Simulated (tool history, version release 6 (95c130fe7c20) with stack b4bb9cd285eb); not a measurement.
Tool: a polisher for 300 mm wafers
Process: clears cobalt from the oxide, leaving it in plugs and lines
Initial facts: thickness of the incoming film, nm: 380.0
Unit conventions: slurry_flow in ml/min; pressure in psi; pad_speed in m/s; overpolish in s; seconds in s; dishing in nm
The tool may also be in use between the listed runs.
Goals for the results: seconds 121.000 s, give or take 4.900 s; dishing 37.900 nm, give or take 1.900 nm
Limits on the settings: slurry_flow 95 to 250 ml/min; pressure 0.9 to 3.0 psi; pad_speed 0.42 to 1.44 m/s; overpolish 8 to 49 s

run 1 hour=0.0 | slurry_flow=160 pressure=1.9 pad_speed=0.92 overpolish=25 | seconds=78.779 dishing=40.632
run 2 hour=2.5 | slurry_flow=160 pressure=1.8 pad_speed=0.92 overpolish=25 | seconds=83.341 dishing=41.168
run 3 hour=5.1 | slurry_flow=160 pressure=1.8 pad_speed=0.92 overpolish=21 | seconds=80.794 dishing=38.342
run 4 hour=7.3 | slurry_flow=160 pressure=1.8 pad_speed=0.80 overpolish=21 | seconds=93.679 dishing=37.720
run 5 hour=14.2 | slurry_flow=160 pressure=1.8 pad_speed=0.80 overpolish=29 | seconds=95.346 dishing=40.995
run 6 hour=16.3 | slurry_flow=160 pressure=1.7 pad_speed=0.80 overpolish=28 | seconds=96.276 dishing=40.392
run 7 hour=23.5 | slurry_flow=160 pressure=1.6 pad_speed=0.80 overpolish=28 | seconds=102.670 dishing=41.035
run 8 hour=26.0 | slurry_flow=160 pressure=1.5 pad_speed=0.80 overpolish=27 | seconds=105.850 dishing=38.624

Exercise: of the 4 proposed moves below, exactly one satisfies all targets within the stated allowed misses. Which move is it?
run A hour=28.5 | slurry_flow=145 pressure=1.4 pad_speed=0.82 overpolish=24 | seconds=? dishing=?
run B hour=28.5 | slurry_flow=170 pressure=1.4 pad_speed=0.80 overpolish=25 | seconds=? dishing=?
run C hour=28.5 | slurry_flow=160 pressure=1.5 pad_speed=0.70 overpolish=26 | seconds=? dishing=?
run D hour=28.5 | slurry_flow=135 pressure=1.5 pad_speed=1.08 overpolish=18 | seconds=? dishing=?

move=A seconds=109.900 dishing=37.227
move=B seconds=109.600 dishing=37.726
move=C seconds=119.940 dishing=37.213
move=D seconds=81.244 dishing=37.212
A: closes in on the targets versus the last run, not all within tolerance yet
B: closes in on the targets versus the last run, not all within tolerance yet
C: every result within its allowed miss
D: the biggest miss grows against the last run
C is the move that brings every result within its allowed miss.
